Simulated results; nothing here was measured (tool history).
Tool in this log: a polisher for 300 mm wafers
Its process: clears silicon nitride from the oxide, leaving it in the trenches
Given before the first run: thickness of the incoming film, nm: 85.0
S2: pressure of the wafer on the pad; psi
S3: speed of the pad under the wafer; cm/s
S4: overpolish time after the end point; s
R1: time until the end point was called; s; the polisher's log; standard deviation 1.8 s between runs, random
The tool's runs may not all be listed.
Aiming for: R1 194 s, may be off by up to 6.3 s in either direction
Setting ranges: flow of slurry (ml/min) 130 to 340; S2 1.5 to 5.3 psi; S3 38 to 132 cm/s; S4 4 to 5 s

{"run": 1, "hour": 0.0, "flow of slurry (ml/min)": 220, "S2": 3.4, "S3": 84, "S4": 5, "R1": 124.68}
{"run": 2, "hour": 2.4, "flow of slurry (ml/min)": 220, "S2": 4, "S3": 84, "S4": 5, "R1": 104.8}
{"run": 3, "hour": 8.9, "flow of slurry (ml/min)": 220, "S2": 4, "S3": 84, "S4": 5, "R1": 106.61}
{"run": 4, "hour": 12.2, "flow of slurry (ml/min)": 220, "S2": 3.3, "S3": 84, "S4": 5, "R1": 125.86}
{"run": 5, "hour": 13.6, "flow of slurry (ml/min)": 220, "S2": 3.3, "S3": 84, "S4": 5, "R1": 126.71}
{"run": 6, "hour": 19.5, "flow of slurry (ml/min)": 220, "S2": 3.3, "S3": 84, "S4": 5, "R1": 127.69}
{"run": 7, "hour": 22.5, "flow of slurry (ml/min)": 220, "S2": 2.9, "S3": 84, "S4": 5, "R1": 143.77}
{"run": 8, "hour": 26.6, "flow of slurry (ml/min)": 220, "S2": 2.6, "S3": 84, "S4": 5, "R1": 157.05}
{"run": 9, "hour": 32.2, "flow of slurry (ml/min)": 220, "S2": 2.4, "S3": 84, "S4": 5, "R1": 173.12}
{"run": 10, "hour": 40.1, "flow of slurry (ml/min)": 220, "S2": 2.3, "S3": 84, "S4": 5, "R1": 181.21}
{"run": 11, "hour": 40.8, "flow of slurry (ml/min)": 220, "S2": 2.2, "S3": 84, "S4": 5, "R1": 186.92}
{"run": 12, "hour": 47.0, "flow of slurry (ml/min)": 220, "S2": 2.2, "S3": 84, "S4": 5, "R1": 186.65}

Next run, 4 choices. One meets every target within its allowed miss, the rest don't. Which?
{"run": "A", "hour": 53.2, "flow of slurry (ml/min)": 255, "S2": 2.5, "S3": 80, "S4": 5, "R1": "?"}
{"run": "B", "hour": 53.2, "flow of slurry (ml/min)": 180, "S2": 2.3, "S3": 88, "S4": 5, "R1": "?"}
{"run": "C", "hour": 53.2, "flow of slurry (ml/min)": 195, "S2": 1.9, "S3": 94, "S4": 4, "R1": "?"}
{"run": "D", "hour": 53.2, "flow of slurry (ml/min)": 235, "S2": 2.3, "S3": 86, "S4": 4, "R1": "?"}

move=A R1=173.29
move=B R1=178.57
move=C R1=198.09
move=D R1=176.38
A: further off than the last run
B: further off than the last run
C: in spec on every target
D: further off than the last run
The move that meets every target is C.
